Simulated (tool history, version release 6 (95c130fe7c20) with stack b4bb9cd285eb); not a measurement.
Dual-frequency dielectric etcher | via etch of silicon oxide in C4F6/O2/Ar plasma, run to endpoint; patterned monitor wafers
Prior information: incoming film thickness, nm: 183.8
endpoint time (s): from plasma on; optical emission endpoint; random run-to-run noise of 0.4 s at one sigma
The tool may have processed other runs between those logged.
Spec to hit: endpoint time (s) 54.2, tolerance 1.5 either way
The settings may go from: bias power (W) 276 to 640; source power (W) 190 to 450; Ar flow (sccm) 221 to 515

run 1 hour=0 | bias_power_(W)=458 source_power_(W)=320 Ar_flow_(sccm)=368 | endpoint_time_(s)=46.388
run 2 hour=0.7 | bias_power_(W)=458 source_power_(W)=360 Ar_flow_(sccm)=368 | endpoint_time_(s)=44.29
run 3 hour=7.6 | bias_power_(W)=538 source_power_(W)=360 Ar_flow_(sccm)=368 | endpoint_time_(s)=41.792
run 4 hour=10.3 | bias_power_(W)=538 source_power_(W)=320 Ar_flow_(sccm)=368 | endpoint_time_(s)=43.642
run 5 hour=15.5 | bias_power_(W)=538 source_power_(W)=270 Ar_flow_(sccm)=368 | endpoint_time_(s)=45.631
run 6 hour=19.3 | bias_power_(W)=538 source_power_(W)=270 Ar_flow_(sccm)=322 | endpoint_time_(s)=44.859
run 7 hour=20.8 | bias_power_(W)=516 source_power_(W)=260 Ar_flow_(sccm)=325 | endpoint_time_(s)=46.754
run 8 hour=23.7 | bias_power_(W)=425 source_power_(W)=230 Ar_flow_(sccm)=332 | endpoint_time_(s)=52.186
run 9 hour=26.7 | bias_power_(W)=421 source_power_(W)=230 Ar_flow_(sccm)=332 | endpoint_time_(s)=52.457
run 10 hour=27.4 | bias_power_(W)=417 source_power_(W)=230 Ar_flow_(sccm)=332 | endpoint_time_(s)=51.967
run 11 hour=30.2 | bias_power_(W)=417 source_power_(W)=230 Ar_flow_(sccm)=332 | endpoint_time_(s)=52.316

Which of these 4 next moves meets every target?
run A hour=33 | bias_power_(W)=461 source_power_(W)=240 Ar_flow_(sccm)=328 | endpoint_time_(s)=?
run B hour=33 | bias_power_(W)=361 source_power_(W)=260 Ar_flow_(sccm)=341 | endpoint_time_(s)=?
run C hour=33 | bias_power_(W)=405 source_power_(W)=260 Ar_flow_(sccm)=340 | endpoint_time_(s)=?
run D hour=33 | bias_power_(W)=425 source_power_(W)=270 Ar_flow_(sccm)=434 | endpoint_time_(s)=?

move=A endpoint_time_(s)=49.671
move=B endpoint_time_(s)=53.532
move=C endpoint_time_(s)=51.19
move=D endpoint_time_(s)=51.33
A: the biggest miss grows against the last run
B: hits every target within its allowed miss
C: the biggest miss grows against the last run
D: the biggest miss grows against the last run
The right move is B.
